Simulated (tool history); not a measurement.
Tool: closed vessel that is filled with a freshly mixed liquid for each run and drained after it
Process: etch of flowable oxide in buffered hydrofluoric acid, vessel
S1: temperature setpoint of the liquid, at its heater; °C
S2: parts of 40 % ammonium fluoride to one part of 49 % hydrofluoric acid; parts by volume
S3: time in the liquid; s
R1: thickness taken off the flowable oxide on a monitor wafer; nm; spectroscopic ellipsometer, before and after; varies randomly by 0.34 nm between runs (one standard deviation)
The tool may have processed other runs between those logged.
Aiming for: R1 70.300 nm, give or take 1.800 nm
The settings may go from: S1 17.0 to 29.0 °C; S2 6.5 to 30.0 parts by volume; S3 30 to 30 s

run 1 day=0.000 | S1=21.0 S2=19.5 S3=30 | R1=53.884
run 2 day=0.062 | S1=21.0 S2=17.0 S3=30 | R1=62.130
run 3 day=0.271 | S1=21.0 S2=20.0 S3=30 | R1=52.939
run 4 day=0.583 | S1=21.5 S2=20.0 S3=30 | R1=54.683
run 5 day=0.633 | S1=21.5 S2=24.5 S3=30 | R1=47.543
run 6 day=0.888 | S1=21.5 S2=24.5 S3=30 | R1=47.044
run 7 day=1.000 | S1=22.5 S2=24.5 S3=30 | R1=49.976
run 8 day=1.367 | S1=26.5 S2=24.0 S3=30 | R1=63.006
run 9 day=1.417 | S1=29.0 S2=24.0 S3=30 | R1=72.046

Which of these 5 next moves meets every target?
run A day=1.467 | S1=29.0 S2=22.5 S3=30 | R1=?
run B day=1.467 | S1=27.5 S2=22.5 S3=30 | R1=?
run C day=1.467 | S1=27.5 S2=20.5 S3=30 | R1=?
run D day=1.467 | S1=29.0 S2=23.0 S3=30 | R1=?
run E day=1.467 | S1=29.0 S2=23.5 S3=30 | R1=?

move=A R1=75.082
move=B R1=69.301
move=C R1=73.867
move=D R1=73.961
move=E R1=72.881
A: its largest miss is bigger than the last run's
B: all results land within tolerance of their targets
C: its largest miss is bigger than the last run's
D: its largest miss is bigger than the last run's
E: its largest miss is bigger than the last run's
Move B is the one to make.

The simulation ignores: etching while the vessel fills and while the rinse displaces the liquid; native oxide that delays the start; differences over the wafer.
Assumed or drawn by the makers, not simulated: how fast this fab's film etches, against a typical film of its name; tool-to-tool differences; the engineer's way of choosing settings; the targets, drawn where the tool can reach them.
